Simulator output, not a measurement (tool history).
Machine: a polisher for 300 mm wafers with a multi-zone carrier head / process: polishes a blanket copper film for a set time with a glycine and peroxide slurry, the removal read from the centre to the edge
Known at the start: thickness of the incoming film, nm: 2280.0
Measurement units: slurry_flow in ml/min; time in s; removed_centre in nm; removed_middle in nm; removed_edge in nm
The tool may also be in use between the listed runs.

Run 1, day 0.000: slurry_flow 125 ml/min, centre_zone 1.00, middle_zone 1.00, edge_zone 1.00, time 52 s. Result: removed_centre 180.00 nm, removed_middle 178.39 nm, removed_edge 181.98 nm.
Run 2, day 0.279: slurry_flow 125 ml/min, centre_zone 1.00, middle_zone 1.00, edge_zone 1.00, time 61 s. Result: removed_centre 213.51 nm, removed_middle 208.55 nm, removed_edge 220.73 nm.
Run 3, day 0.392: slurry_flow 140 ml/min, centre_zone 1.03, middle_zone 0.98, edge_zone 1.04, time 62 s. Result: removed_centre 225.59 nm, removed_middle 214.85 nm, removed_edge 227.47 nm.
Run 4, day 0.533: slurry_flow 140 ml/min, centre_zone 1.05, middle_zone 0.95, edge_zone 1.06, time 65 s. Result: removed_centre 243.11 nm, removed_middle 216.01 nm, removed_edge 239.02 nm.
Run 5, day 0.854: slurry_flow 140 ml/min, centre_zone 1.05, middle_zone 0.95, edge_zone 1.09, time 65 s. Result: removed_centre 241.45 nm, removed_middle 218.24 nm, removed_edge 238.95 nm.
Run 6, day 1.179: slurry_flow 140 ml/min, centre_zone 1.05, middle_zone 1.03, edge_zone 1.09, time 65 s. Result: removed_centre 239.95 nm, removed_middle 236.18 nm, removed_edge 245.45 nm.
Run 7, day 1.421: slurry_flow 140 ml/min, centre_zone 1.06, middle_zone 0.99, edge_zone 1.10, time 67 s. Result: removed_centre 253.93 nm, removed_middle 232.19 nm, removed_edge 253.11 nm.
Run 8, day 1.675: slurry_flow 140 ml/min, centre_zone 1.07, middle_zone 0.97, edge_zone 1.11, time 68 s. Result: removed_centre 256.50 nm, removed_middle 236.12 nm, removed_edge 251.26 nm.

Estimate the outcome of run 9 from the log above:
Run 9, day 1.788: slurry_flow 125 ml/min, centre_zone 1.12, middle_zone 0.87, edge_zone 1.19, time 74 s. Result: removed_centre ?, removed_middle ?, removed_edge ?.

removed_centre: 278.70 nm
removed_middle: 226.25 nm
removed_edge: 286.35 nm
